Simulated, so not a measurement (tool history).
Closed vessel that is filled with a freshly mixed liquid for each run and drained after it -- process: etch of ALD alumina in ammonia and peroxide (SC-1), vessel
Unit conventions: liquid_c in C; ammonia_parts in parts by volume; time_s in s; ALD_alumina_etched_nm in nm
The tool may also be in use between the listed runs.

| run | hour | liquid_c | ammonia_parts | time_s | ALD_alumina_etched_nm |
|---|---|---|---|---|---|
| 1 | 0.0 | 57.0 | 0.6 | 30 | 2.1969 |
| 2 | 0.9 | 60.0 | 0.6 | 30 | 2.5106 |
| 3 | 9.2 | 61.5 | 0.6 | 30 | 2.7275 |
| 4 | 14.4 | 61.5 | 0.4 | 30 | 2.6304 |
| 5 | 22.3 | 66.5 | 0.4 | 30 | 3.3392 |
| 6 | 25.5 | 60.0 | 0.4 | 30 | 2.4340 |
| 7 | 30.7 | 60.0 | 0.4 | 30 | 2.3939 |
| 8 | 35.8 | 61.5 | 0.4 | 30 | 2.6085 |

Run 9 has not been measured yet. What should we expect?
| 9 | 44.5 | 62.5 | 0.4 | 30 | ? |

ALD_alumina_etched_nm: 2.7567 nm
